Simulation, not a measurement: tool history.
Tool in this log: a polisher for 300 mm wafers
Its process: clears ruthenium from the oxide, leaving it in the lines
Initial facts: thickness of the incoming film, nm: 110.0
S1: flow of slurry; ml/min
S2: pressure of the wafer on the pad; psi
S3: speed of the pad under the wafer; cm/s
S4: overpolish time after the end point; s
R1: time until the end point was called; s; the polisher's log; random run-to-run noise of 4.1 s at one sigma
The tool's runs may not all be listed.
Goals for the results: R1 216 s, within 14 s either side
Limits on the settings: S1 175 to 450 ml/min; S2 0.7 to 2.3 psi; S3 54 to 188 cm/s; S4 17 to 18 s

run    day   S1   S2   S3  S4      R1
  1      0  290  1.5  120  17   112.4
  2  0.025  290  1.6  120  17  106.46
  3   0.05  290  1.6  120  17   108.6
  4  0.238  290  1.4  120  17  124.52
  5  0.562  290  1.3  118  17  132.19
  6    0.9  290  1.2  114  17  151.63
  7  1.012  290  1.1  114  17  166.13
  8  1.117  290    1  114  17   176.3
  9  1.408  290  0.9  112  17  197.64
 10  1.617  290  0.9  112  17  198.74
 11  1.775  290  0.9  112  17  190.45

Of the 5 settings listed for the next run, only one would bring every result within its allowed miss of target. Which one?
  A  1.933  250  0.7  114  18   ?
  B  1.933  215  0.7  112  18   ?
  C  1.933  265  0.8   98  17   ?
  D  1.933  205    1  110  18   ?
  E  1.933  250  0.8  114  18   ?

move      R1
   A  255.41
   B   263.7
   C  259.29
   D  192.36
   E  225.23
A: the result that was furthest off in the last run now lies on the other side of its target
B: the result that was furthest off in the last run now lies on the other side of its target
C: the result that was furthest off in the last run now lies on the other side of its target
D: nearer the targets than the last run, but a result is still out of spec
E: meets every target
Correct choice: E, which meets every target

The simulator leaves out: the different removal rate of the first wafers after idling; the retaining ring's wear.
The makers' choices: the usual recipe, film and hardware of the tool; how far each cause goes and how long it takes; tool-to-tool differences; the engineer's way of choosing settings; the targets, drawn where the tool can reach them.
